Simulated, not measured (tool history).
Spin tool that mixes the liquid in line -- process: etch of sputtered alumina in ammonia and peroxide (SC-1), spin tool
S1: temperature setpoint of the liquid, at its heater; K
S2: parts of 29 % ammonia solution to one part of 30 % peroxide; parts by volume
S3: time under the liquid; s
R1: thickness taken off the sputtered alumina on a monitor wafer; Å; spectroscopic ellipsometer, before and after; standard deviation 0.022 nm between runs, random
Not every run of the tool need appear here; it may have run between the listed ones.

run 1 hour=0 | S1=327.15 S2=0.8 S3=75 | R1=37.389
run 2 hour=7.1 | S1=326.65 S2=0.8 S3=75 | R1=36.343
run 3 hour=14.4 | S1=322.15 S2=0.8 S3=75 | R1=28.633
run 4 hour=23 | S1=316.15 S2=0.8 S3=75 | R1=20.287
run 5 hour=29.7 | S1=316.15 S2=0.8 S3=55 | R1=14.803
run 6 hour=36.9 | S1=316.15 S2=0.7 S3=55 | R1=14.755
run 7 hour=39.1 | S1=324.15 S2=0.75 S3=55 | R1=23.274
run 8 hour=44.7 | S1=324.65 S2=0.75 S3=55 | R1=23.338
run 9 hour=46.3 | S1=325.15 S2=0.75 S3=55 | R1=24.471

For run 10, what comes out?
run 10 hour=48.7 | S1=326.65 S2=0.75 S3=55 | R1=?

{"run 10": {"R1": 26.765}}
